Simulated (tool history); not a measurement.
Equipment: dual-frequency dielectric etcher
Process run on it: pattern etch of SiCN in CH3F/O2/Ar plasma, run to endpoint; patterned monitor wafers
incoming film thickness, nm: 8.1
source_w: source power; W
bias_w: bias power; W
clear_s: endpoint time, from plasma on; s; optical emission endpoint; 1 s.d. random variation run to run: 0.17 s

Run 1, hour 0.0: source_w 310 W, bias_w 96 W. Result: clear_s 20.331 s.
Run 2, hour 1.2: source_w 290 W, bias_w 96 W. Result: clear_s 20.600 s.
Run 3, hour 9.2: source_w 250 W, bias_w 96 W. Result: clear_s 21.017 s.
Run 4, hour 14.3: source_w 250 W, bias_w 89 W. Result: clear_s 21.633 s.
Run 5, hour 18.2: source_w 270 W, bias_w 89 W. Result: clear_s 21.565 s.
Run 6, hour 19.5: source_w 320 W, bias_w 89 W. Result: clear_s 20.575 s.
Run 7, hour 26.4: source_w 310 W, bias_w 87 W. Result: clear_s 21.040 s.

Forecast run 8:
Run 8, hour 31.0: source_w 300 W, bias_w 85 W. Result: clear_s ?.

{"run 8": {"clear_s": 21.662}}

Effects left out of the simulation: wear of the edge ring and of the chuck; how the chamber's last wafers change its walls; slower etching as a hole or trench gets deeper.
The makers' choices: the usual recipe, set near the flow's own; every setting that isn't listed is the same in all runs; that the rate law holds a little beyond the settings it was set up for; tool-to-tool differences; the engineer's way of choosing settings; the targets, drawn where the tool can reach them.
